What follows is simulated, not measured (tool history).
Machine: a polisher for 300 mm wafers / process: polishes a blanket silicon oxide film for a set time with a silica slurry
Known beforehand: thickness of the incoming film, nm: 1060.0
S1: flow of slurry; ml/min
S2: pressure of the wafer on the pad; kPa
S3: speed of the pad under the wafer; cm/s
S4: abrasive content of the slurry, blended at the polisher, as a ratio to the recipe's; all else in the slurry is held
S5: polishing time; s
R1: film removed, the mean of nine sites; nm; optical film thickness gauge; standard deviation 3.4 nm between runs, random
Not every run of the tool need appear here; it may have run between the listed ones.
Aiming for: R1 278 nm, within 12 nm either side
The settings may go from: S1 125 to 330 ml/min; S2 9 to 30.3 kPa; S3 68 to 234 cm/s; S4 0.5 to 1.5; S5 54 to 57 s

run,hour,S1,S2,S3,S4,S5,R1
1,0,210,19.3,150,1,54,180.94
2,6.2,210,20,150,1,54,188.29
3,8.2,210,20,150,1,54,185.32
4,11.7,210,20.7,150,1,54,190.79
5,17,175,20.7,150,1,54,186.95
6,25.7,175,20.7,150,0.85,54,175.77
7,32.9,175,21.4,150,0.85,54,181.35
8,40.8,175,22.1,150,0.85,54,187.39
9,44.1,175,22.8,150,0.85,54,193.33
10,49.4,180,28.3,154,0.85,54,242.59
11,57,180,28.3,156,0.85,54,237.45

Consider the 4 candidate settings below. Which is the only one whose results all fall within their allowed miss of target?
A,64.6,145,26.2,176,0.8,56,?
B,64.6,170,25.5,176,0.9,56,?
C,64.6,155,29.6,154,0.85,55,?
D,64.6,170,22.8,190,1.2,57,?

move,R1
A,243.62
B,255.46
C,252.08
D,274.15
A: nearer than the last run, and not there yet
B: nearer than the last run, and not there yet
C: nearer than the last run, and not there yet
D: hits every target within its allowed miss
The move that meets every target is D.
